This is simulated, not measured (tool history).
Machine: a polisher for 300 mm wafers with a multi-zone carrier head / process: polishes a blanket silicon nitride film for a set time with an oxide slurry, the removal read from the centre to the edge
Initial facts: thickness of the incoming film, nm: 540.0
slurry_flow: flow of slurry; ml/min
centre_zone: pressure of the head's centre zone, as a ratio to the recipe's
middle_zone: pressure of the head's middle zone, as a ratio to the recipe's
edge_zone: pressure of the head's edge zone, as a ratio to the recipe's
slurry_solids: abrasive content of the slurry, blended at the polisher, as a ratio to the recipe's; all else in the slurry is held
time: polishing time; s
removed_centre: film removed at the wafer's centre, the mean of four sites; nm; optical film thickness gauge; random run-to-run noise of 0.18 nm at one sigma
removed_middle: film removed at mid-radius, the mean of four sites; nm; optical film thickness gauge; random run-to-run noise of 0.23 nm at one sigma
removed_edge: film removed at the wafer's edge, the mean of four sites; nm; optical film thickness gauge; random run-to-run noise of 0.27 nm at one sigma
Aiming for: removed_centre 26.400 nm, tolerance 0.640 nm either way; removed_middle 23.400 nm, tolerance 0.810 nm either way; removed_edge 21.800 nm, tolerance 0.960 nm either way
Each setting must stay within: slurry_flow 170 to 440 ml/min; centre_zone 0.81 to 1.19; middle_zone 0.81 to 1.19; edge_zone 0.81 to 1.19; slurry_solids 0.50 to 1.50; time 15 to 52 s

Run 1, day 0.000: slurry_flow 280 ml/min, centre_zone 1.00, middle_zone 1.00, edge_zone 1.00, slurry_solids 1.00, time 33 s. Result: removed_centre 29.966 nm, removed_middle 32.223 nm, removed_edge 31.756 nm.
Run 2, day 0.154: slurry_flow 290 ml/min, centre_zone 1.03, middle_zone 0.99, edge_zone 0.96, slurry_solids 0.90, time 32 s. Result: removed_centre 28.863 nm, removed_middle 29.545 nm, removed_edge 28.414 nm.
Run 3, day 0.458: slurry_flow 290 ml/min, centre_zone 1.03, middle_zone 0.95, edge_zone 0.96, slurry_solids 0.90, time 32 s. Result: removed_centre 28.805 nm, removed_middle 28.970 nm, removed_edge 28.739 nm.
Run 4, day 0.633: slurry_flow 290 ml/min, centre_zone 1.05, middle_zone 0.94, edge_zone 0.93, slurry_solids 0.80, time 32 s. Result: removed_centre 27.589 nm, removed_middle 27.868 nm, removed_edge 26.668 nm.
Run 5, day 0.942: slurry_flow 290 ml/min, centre_zone 1.09, middle_zone 0.94, edge_zone 0.93, slurry_solids 0.80, time 32 s. Result: removed_centre 28.419 nm, removed_middle 27.106 nm, removed_edge 27.292 nm.
Run 6, day 1.096: slurry_flow 315 ml/min, centre_zone 1.11, middle_zone 0.94, edge_zone 0.90, slurry_solids 0.75, time 32 s. Result: removed_centre 28.953 nm, removed_middle 26.517 nm, removed_edge 25.993 nm.
Run 7, day 1.450: slurry_flow 325 ml/min, centre_zone 1.11, middle_zone 0.93, edge_zone 0.88, slurry_solids 0.70, time 32 s. Result: removed_centre 27.895 nm, removed_middle 25.725 nm, removed_edge 24.926 nm.
Run 8, day 1.700: slurry_flow 340 ml/min, centre_zone 1.12, middle_zone 0.93, edge_zone 0.86, slurry_solids 0.65, time 32 s. Result: removed_centre 27.422 nm, removed_middle 25.194 nm, removed_edge 23.953 nm.
At day 1.783: centre zone pressure recalibrated.
Run 9, day 1.783: slurry_flow 345 ml/min, centre_zone 1.13, middle_zone 0.93, edge_zone 0.85, slurry_solids 0.60, time 32 s. Result: removed_centre 28.021 nm, removed_middle 23.960 nm, removed_edge 22.729 nm.
Run 10, day 2.158: slurry_flow 340 ml/min, centre_zone 1.12, middle_zone 0.93, edge_zone 0.84, slurry_solids 0.60, time 32 s. Result: removed_centre 27.919 nm, removed_middle 24.447 nm, removed_edge 22.626 nm.
Run 11, day 2.525: slurry_flow 340 ml/min, centre_zone 1.11, middle_zone 0.92, edge_zone 0.84, slurry_solids 0.60, time 32 s. Result: removed_centre 27.754 nm, removed_middle 24.120 nm, removed_edge 22.219 nm.
Run 12, day 2.683: slurry_flow 340 ml/min, centre_zone 1.10, middle_zone 0.92, edge_zone 0.85, slurry_solids 0.60, time 32 s. Result: removed_centre 27.594 nm, removed_middle 24.060 nm, removed_edge 22.294 nm.
Run 13, day 2.833: slurry_flow 335 ml/min, centre_zone 1.09, middle_zone 0.92, edge_zone 0.86, slurry_solids 0.60, time 32 s. Result: removed_centre 27.108 nm, removed_middle 23.924 nm, removed_edge 22.458 nm.

Which single option among these 5 for the next run brings every result within its allowed miss of target? Just one does.
Run A, day 2.983: slurry_flow 310 ml/min, centre_zone 1.02, middle_zone 1.03, edge_zone 0.89, slurry_solids 0.80, time 28 s. Result: removed_centre ?, removed_middle ?, removed_edge ?.
Run B, day 2.983: slurry_flow 340 ml/min, centre_zone 1.03, middle_zone 0.92, edge_zone 0.86, slurry_solids 0.70, time 32 s. Result: removed_centre ?, removed_middle ?, removed_edge ?.
Run C, day 2.983: slurry_flow 340 ml/min, centre_zone 1.08, middle_zone 0.88, edge_zone 0.83, slurry_solids 0.55, time 35 s. Result: removed_centre ?, removed_middle ?, removed_edge ?.
Run D, day 2.983: slurry_flow 265 ml/min, centre_zone 1.09, middle_zone 0.95, edge_zone 0.85, slurry_solids 0.50, time 35 s. Result: removed_centre ?, removed_middle ?, removed_edge ?.
Run E, day 2.983: slurry_flow 285 ml/min, centre_zone 1.04, middle_zone 0.90, edge_zone 0.98, slurry_solids 0.70, time 31 s. Result: removed_centre ?, removed_middle ?, removed_edge ?.

move  removed_centre  removed_middle  removed_edge
   A          25.528          25.886        23.236
   B          27.878          26.518        24.710
   C          28.231          25.088        23.506
   D          26.285          24.026        22.084
   E          26.733          24.972        25.037
A: takes the result that was furthest off past its target
B: the biggest miss grows against the last run
C: the biggest miss grows against the last run
D: all results land within tolerance of their targets
E: brings the result that was furthest off to its target, and leaves another outside
D is the move that brings every result within its allowed miss.
